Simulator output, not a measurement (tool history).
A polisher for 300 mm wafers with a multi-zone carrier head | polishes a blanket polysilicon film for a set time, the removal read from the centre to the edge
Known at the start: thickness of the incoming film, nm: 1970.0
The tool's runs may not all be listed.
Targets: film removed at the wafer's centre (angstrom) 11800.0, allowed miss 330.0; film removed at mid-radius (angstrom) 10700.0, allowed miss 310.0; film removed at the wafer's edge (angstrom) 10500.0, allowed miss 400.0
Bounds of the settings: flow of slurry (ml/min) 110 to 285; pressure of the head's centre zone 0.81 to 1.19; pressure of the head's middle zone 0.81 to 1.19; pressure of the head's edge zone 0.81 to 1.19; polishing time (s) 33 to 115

run	day	flow of slurry (ml/min)	pressure of the head's centre zone	pressure of the head's middle zone	pressure of the head's edge zone	polishing time (s)	film removed at the wafer's centre (angstrom)	film removed at mid-radius (angstrom)	film removed at the wafer's edge (angstrom)
1	0.000	180	1.00	1.00	1.00	73	8090.1	7897.7	8217.9
2	0.046	195	1.04	1.03	1.03	75	8790.1	8217.8	8250.4
3	0.283	195	1.05	1.03	1.03	79	9297.3	8766.8	8855.3
4	0.479	195	1.05	1.03	1.11	79	9267.6	8769.9	9147.3
5	0.825	195	1.05	1.03	1.05	79	9271.7	8821.1	9049.1
6	0.979	155	1.05	1.03	1.05	79	8898.0	8379.4	8653.0
7	1.350	175	1.07	1.04	1.06	81	9450.0	8941.2	9121.1
8	1.404	190	1.09	1.05	1.07	82	9981.8	9145.4	9382.7
9	1.479	205	1.10	1.07	1.08	83	10442.0	9666.3	9562.5
10	1.738	255	1.14	1.08	1.18	86	11470.0	10208.0	10486.0

5 next moves are on the table. One of them brings every result within its allowed miss. Which?
A	1.996	250	1.07	1.19	1.09	87	?	?	?
B	1.996	240	1.09	0.98	1.19	86	?	?	?
C	1.996	235	1.18	0.97	1.19	85	?	?	?
D	1.996	285	1.15	1.11	1.13	86	?	?	?
E	1.996	265	1.19	1.02	1.15	85	?	?	?

move	film removed at the wafer's centre (angstrom)	film removed at mid-radius (angstrom)	film removed at the wafer's edge (angstrom)
A	10807.0	11367.0	10310.0
B	10808.0	9575.1	10634.0
C	11536.0	9358.6	10490.0
D	11671.0	10776.0	10501.0
E	11828.0	9877.4	10419.0
A: takes the result that was furthest off past its target
B: further off than the last run
C: further off than the last run
D: meets every target
E: further off than the last run
Move D is the one to make.
